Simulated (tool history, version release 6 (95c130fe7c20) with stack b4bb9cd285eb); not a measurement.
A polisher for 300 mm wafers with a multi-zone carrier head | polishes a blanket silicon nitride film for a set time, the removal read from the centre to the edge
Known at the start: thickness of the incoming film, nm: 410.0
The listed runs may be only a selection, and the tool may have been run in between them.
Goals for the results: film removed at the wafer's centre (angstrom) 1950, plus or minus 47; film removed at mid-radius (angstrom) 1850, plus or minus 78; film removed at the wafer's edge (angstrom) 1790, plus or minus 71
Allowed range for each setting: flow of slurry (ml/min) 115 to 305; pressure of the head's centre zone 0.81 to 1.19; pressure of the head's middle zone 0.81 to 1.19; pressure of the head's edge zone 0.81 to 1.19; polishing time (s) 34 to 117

run	hour	flow of slurry (ml/min)	pressure of the head's centre zone	pressure of the head's middle zone	pressure of the head's edge zone	polishing time (s)	film removed at the wafer's centre (angstrom)	film removed at mid-radius (angstrom)	film removed at the wafer's edge (angstrom)
1	0	195	1	1	1	75	1288.2	1284.9	1288.5
2	3.3	210	1.04	1.03	1.04	79	1439.7	1388.4	1398.9
3	5	225	1.04	1.03	1.04	79	1442.4	1399	1453.3
4	10.9	225	1.04	1.03	1.12	79	1434.7	1382.1	1443.6
5	12.4	225	1.04	1.03	1.08	79	1441.9	1393.8	1470
6	17.1	225	1.04	1.03	1.14	79	1430.2	1401.4	1499.6
# hour 20.2: edge zone pressure recalibrated
7	20.2	235	1.07	1.07	1.14	82	1542.1	1535	1453.9
8	22	245	1.08	1.07	1.14	85	1637	1566.3	1540.5

Below are 5 possible settings for the next run. Only one of them brings all results inside the allowed miss of their targets. Which is it?
A	23.8	280	1.04	1.02	0.99	104	?	?	?
B	23.8	245	1.17	1.07	1.11	101	?	?	?
C	23.8	255	1.11	1.17	1.19	90	?	?	?
D	23.8	245	1	1.01	1.14	105	?	?	?
E	23.8	290	0.97	0.86	1.1	89	?	?	?

move	film removed at the wafer's centre (angstrom)	film removed at mid-radius (angstrom)	film removed at the wafer's edge (angstrom)
A	1933.5	1875.3	1755.4
B	2081.8	1868.3	1783.4
C	1769.2	1805.9	1650.6
D	1846.9	1851	1881
E	1546.7	1396.8	1589.9
A: meets every target
B: takes the biggest miss from the last run beyond its target
C: closer than the last run, but not yet in spec
D: closer than the last run, but not yet in spec
E: lands further from the targets than the last run did
So the answer is move A, the one that meets all the targets.
